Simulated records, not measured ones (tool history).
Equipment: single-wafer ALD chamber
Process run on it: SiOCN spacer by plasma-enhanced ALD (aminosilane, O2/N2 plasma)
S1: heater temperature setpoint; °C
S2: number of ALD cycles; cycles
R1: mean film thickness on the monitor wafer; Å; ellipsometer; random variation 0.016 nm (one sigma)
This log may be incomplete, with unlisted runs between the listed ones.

run	hour	S1	S2	R1
1	0.0	420	99	54.926
2	5.4	429	99	53.190
3	10.1	427	103	55.750
4	14.2	427	89	48.087
5	15.1	438	89	46.178
6	19.0	438	82	42.644
7	20.0	435	88	46.329
8	23.1	433	94	49.912

What will run 9 give?
9	28.8	432	99	?

R1: 52.691 Å

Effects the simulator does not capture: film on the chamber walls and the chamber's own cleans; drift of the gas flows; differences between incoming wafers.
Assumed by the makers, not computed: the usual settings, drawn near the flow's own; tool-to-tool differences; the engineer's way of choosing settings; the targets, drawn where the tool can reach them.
